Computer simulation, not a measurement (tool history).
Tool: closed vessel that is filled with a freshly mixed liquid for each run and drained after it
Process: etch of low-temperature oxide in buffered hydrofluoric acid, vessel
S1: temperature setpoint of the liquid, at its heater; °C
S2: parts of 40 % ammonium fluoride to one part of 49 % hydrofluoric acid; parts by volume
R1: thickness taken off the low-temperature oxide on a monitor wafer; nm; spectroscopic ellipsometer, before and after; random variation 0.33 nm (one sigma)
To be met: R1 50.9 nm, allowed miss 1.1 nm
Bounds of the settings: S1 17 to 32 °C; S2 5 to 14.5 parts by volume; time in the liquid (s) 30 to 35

{"run": 1, "hour": 0.0, "S1": 24, "S2": 9, "time in the liquid (s)": 35, "R1": 77.412}
{"run": 2, "hour": 2.1, "S1": 22, "S2": 9, "time in the liquid (s)": 35, "R1": 68.536}
{"run": 3, "hour": 3.2, "S1": 20.5, "S2": 9, "time in the liquid (s)": 35, "R1": 63.597}
{"run": 4, "hour": 11.3, "S1": 19.5, "S2": 9, "time in the liquid (s)": 35, "R1": 59.934}
{"run": 5, "hour": 14.9, "S1": 19.5, "S2": 6.5, "time in the liquid (s)": 35, "R1": 83.437}
{"run": 6, "hour": 17.6, "S1": 19, "S2": 7, "time in the liquid (s)": 35, "R1": 76.648}
{"run": 7, "hour": 20.1, "S1": 18.5, "S2": 7.5, "time in the liquid (s)": 35, "R1": 69.828}
{"run": 8, "hour": 25.3, "S1": 18, "S2": 8, "time in the liquid (s)": 35, "R1": 63.121}

Which of these 4 next moves meets every target?
{"run": "A", "hour": 30.5, "S1": 18.5, "S2": 9, "time in the liquid (s)": 30, "R1": "?"}
{"run": "B", "hour": 30.5, "S1": 17.5, "S2": 8.5, "time in the liquid (s)": 30, "R1": "?"}
{"run": "C", "hour": 30.5, "S1": 17, "S2": 8, "time in the liquid (s)": 30, "R1": "?"}
{"run": "D", "hour": 30.5, "S1": 18, "S2": 9, "time in the liquid (s)": 30, "R1": "?"}

move=A R1=48.559
move=B R1=48.822
move=C R1=50.677
move=D R1=47.204
A: takes the result that was furthest off past its target
B: takes the result that was furthest off past its target
C: meets every target
D: takes the result that was furthest off past its target
Answer: C
